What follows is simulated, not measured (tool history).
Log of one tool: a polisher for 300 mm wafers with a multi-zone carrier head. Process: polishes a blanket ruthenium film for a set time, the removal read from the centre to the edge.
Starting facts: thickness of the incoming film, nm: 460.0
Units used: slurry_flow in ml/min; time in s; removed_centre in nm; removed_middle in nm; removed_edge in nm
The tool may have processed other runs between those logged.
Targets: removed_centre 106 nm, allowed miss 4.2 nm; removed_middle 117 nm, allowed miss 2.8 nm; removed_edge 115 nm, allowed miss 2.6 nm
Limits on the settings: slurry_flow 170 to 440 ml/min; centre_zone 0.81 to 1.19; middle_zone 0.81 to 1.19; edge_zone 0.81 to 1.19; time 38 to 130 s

Run 1, hour 0: slurry_flow 280 ml/min, centre_zone 1, middle_zone 1, edge_zone 1, time 84 s. Result: removed_centre 83.161 nm, removed_middle 83.791 nm, removed_edge 81.55 nm.
Run 2, hour 7.1: slurry_flow 290 ml/min, centre_zone 1, middle_zone 1.02, edge_zone 1.05, time 90 s. Result: removed_centre 90.119 nm, removed_middle 91.234 nm, removed_edge 89.531 nm.
Run 3, hour 11.2: slurry_flow 295 ml/min, centre_zone 0.99, middle_zone 1.04, edge_zone 1.08, time 95 s. Result: removed_centre 94.652 nm, removed_middle 98.188 nm, removed_edge 95.445 nm.
Run 4, hour 16.4: slurry_flow 300 ml/min, centre_zone 0.98, middle_zone 1.05, edge_zone 1.11, time 99 s. Result: removed_centre 98.92 nm, removed_middle 103.8 nm, removed_edge 99.111 nm.
Run 5, hour 25.1: slurry_flow 300 ml/min, centre_zone 0.98, middle_zone 1.05, edge_zone 1.11, time 88 s. Result: removed_centre 86.687 nm, removed_middle 91.697 nm, removed_edge 88.612 nm.
Run 6, hour 29.6: slurry_flow 300 ml/min, centre_zone 0.98, middle_zone 1.05, edge_zone 1.04, time 88 s. Result: removed_centre 85.359 nm, removed_middle 92.997 nm, removed_edge 87.792 nm.
Run 7, hour 32.7: slurry_flow 320 ml/min, centre_zone 0.96, middle_zone 1.05, edge_zone 1.07, time 94 s. Result: removed_centre 92.884 nm, removed_middle 99.342 nm, removed_edge 94.284 nm.
Run 8, hour 39.1: slurry_flow 310 ml/min, centre_zone 0.94, middle_zone 1.05, edge_zone 1.1, time 99 s. Result: removed_centre 93.955 nm, removed_middle 104.25 nm, removed_edge 99.992 nm.
Run 9, hour 43.3: slurry_flow 310 ml/min, centre_zone 0.94, middle_zone 1.05, edge_zone 1.1, time 99 s. Result: removed_centre 95.927 nm, removed_middle 104.12 nm, removed_edge 100.49 nm.
Run 10, hour 45.7: slurry_flow 320 ml/min, centre_zone 0.93, middle_zone 1.05, edge_zone 1.12, time 102 s. Result: removed_centre 95.131 nm, removed_middle 108.42 nm, removed_edge 104.44 nm.
Run 11, hour 47.2: slurry_flow 330 ml/min, centre_zone 0.94, middle_zone 1.05, edge_zone 1.14, time 104 s. Result: removed_centre 100.81 nm, removed_middle 111.07 nm, removed_edge 106.94 nm.
Run 12, hour 48.6: slurry_flow 335 ml/min, centre_zone 0.94, middle_zone 1.05, edge_zone 1.15, time 106 s. Result: removed_centre 100.68 nm, removed_middle 111.3 nm, removed_edge 109.11 nm.
Run 13, hour 51.4: slurry_flow 335 ml/min, centre_zone 0.94, middle_zone 1.05, edge_zone 1.16, time 107 s. Result: removed_centre 101.16 nm, removed_middle 113.39 nm, removed_edge 110.95 nm.
Run 14, hour 56.1: slurry_flow 335 ml/min, centre_zone 0.95, middle_zone 1.05, edge_zone 1.17, time 108 s. Result: removed_centre 102.71 nm, removed_middle 114.17 nm, removed_edge 112.23 nm.

Exactly one of the 4 candidate moves below puts every result within its allowed miss. Which one?
Run A, hour 60.8: slurry_flow 385 ml/min, centre_zone 0.95, middle_zone 1.06, edge_zone 1.19, time 108 s. Result: removed_centre ?, removed_middle ?, removed_edge ?.
Run B, hour 60.8: slurry_flow 375 ml/min, centre_zone 0.9, middle_zone 1, edge_zone 1.19, time 109 s. Result: removed_centre ?, removed_middle ?, removed_edge ?.
Run C, hour 60.8: slurry_flow 280 ml/min, centre_zone 0.93, middle_zone 1, edge_zone 1.19, time 118 s. Result: removed_centre ?, removed_middle ?, removed_edge ?.
Run D, hour 60.8: slurry_flow 330 ml/min, centre_zone 1.02, middle_zone 1.1, edge_zone 1.13, time 104 s. Result: removed_centre ?, removed_middle ?, removed_edge ?.

move  removed_centre  removed_middle  removed_edge
   A          106.15          116.57        112.53
   B          101.52          111.77        113.48
   C          109.86          117.58        120.18
   D          107.76          114.28        105.27
A: every result within its allowed miss
B: meets the target for the result that was furthest off, but another lies outside its allowed miss
C: moves the result that the last run missed by most past its target, out the other side
D: misses by more than the last run did
A meets every target.
